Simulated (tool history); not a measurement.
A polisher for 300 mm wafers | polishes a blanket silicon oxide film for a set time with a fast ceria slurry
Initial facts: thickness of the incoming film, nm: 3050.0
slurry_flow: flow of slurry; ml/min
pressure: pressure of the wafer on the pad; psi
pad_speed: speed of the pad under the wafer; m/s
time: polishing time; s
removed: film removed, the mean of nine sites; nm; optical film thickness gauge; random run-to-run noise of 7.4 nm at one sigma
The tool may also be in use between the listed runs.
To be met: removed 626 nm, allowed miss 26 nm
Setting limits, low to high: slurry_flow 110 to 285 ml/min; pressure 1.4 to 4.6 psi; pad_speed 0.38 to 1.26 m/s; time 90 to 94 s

run,day,slurry_flow,pressure,pad_speed,time,removed
1,0,180,3,0.82,90,1072.8
2,0.321,180,3,0.68,90,910.58
3,0.533,140,3,0.68,90,867.47
4,0.821,140,2.6,0.68,90,761.38
5,0.888,110,2.6,0.68,90,721.35
6,1.125,110,2.6,0.68,94,732.81
7,1.167,110,2.5,0.68,94,707.49
8,1.429,110,2.4,0.68,94,683.53
9,1.554,110,2.3,0.68,94,661

Exactly one of the 4 candidate moves below puts every result within its allowed miss. Which one?
A,1.679,115,2.6,0.56,94,?
B,1.679,110,2.4,0.58,90,?
C,1.679,110,1.8,0.78,91,?
D,1.679,120,2.4,0.54,92,?

move,removed
A,617.8
B,559.9
C,571.87
D,546.26
A: every result within its allowed miss
B: moves the result that the last run missed by most past its target, out the other side
C: moves the result that the last run missed by most past its target, out the other side
D: moves the result that the last run missed by most past its target, out the other side
A is the move that brings every result within its allowed miss.
